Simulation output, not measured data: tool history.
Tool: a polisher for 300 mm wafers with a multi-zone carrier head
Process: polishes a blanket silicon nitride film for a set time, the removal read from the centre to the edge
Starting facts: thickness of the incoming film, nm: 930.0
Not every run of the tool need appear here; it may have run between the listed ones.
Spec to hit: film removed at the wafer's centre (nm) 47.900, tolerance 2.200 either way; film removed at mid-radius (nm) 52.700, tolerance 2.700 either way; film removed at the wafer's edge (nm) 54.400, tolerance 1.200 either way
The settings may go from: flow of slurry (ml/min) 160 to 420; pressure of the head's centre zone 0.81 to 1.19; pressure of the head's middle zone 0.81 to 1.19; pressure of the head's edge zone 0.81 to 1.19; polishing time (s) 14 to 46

run	day	flow of slurry (ml/min)	pressure of the head's centre zone	pressure of the head's middle zone	pressure of the head's edge zone	polishing time (s)	film removed at the wafer's centre (nm)	film removed at mid-radius (nm)	film removed at the wafer's edge (nm)
1	0.000	270	1.00	1.00	1.00	30	81.084	77.434	79.839
2	0.054	265	0.97	0.99	0.98	28	73.269	74.186	74.727
3	0.388	265	0.97	0.93	0.98	28	71.162	68.963	74.986
4	0.621	265	0.97	0.93	1.02	28	72.792	69.274	76.174
5	0.654	305	0.97	0.93	1.02	28	73.868	71.829	77.240
6	0.917	295	0.96	0.92	0.99	26	67.121	64.913	69.997
7	1.025	295	0.94	0.91	0.97	25	63.889	60.680	66.513
8	1.192	230	0.84	0.99	0.89	20	45.327	51.634	50.474
9	1.300	240	0.84	0.99	0.90	20	45.233	51.784	49.993
10	1.338	240	0.85	0.99	0.92	20	45.465	50.970	51.763

Which of these 5 next moves meets every target?
A	1.375	235	0.85	0.94	0.94	21	?	?	?
B	1.375	285	0.81	0.90	1.10	19	?	?	?
C	1.375	160	1.03	0.89	1.10	21	?	?	?
D	1.375	170	0.81	1.14	1.07	20	?	?	?
E	1.375	255	0.89	1.00	0.91	20	?	?	?

move	film removed at the wafer's centre (nm)	film removed at mid-radius (nm)	film removed at the wafer's edge (nm)
A	47.394	51.664	54.606
B	42.071	45.997	54.187
C	52.869	46.862	56.802
D	41.388	55.576	53.528
E	47.448	52.287	51.534
A: every result within its allowed miss
B: brings the result that was furthest off to its target, and leaves another outside
C: takes the biggest miss from the last run beyond its target
D: brings the result that was furthest off to its target, and leaves another outside
E: lands further from the targets than the last run did
Correct choice: A, which meets every target
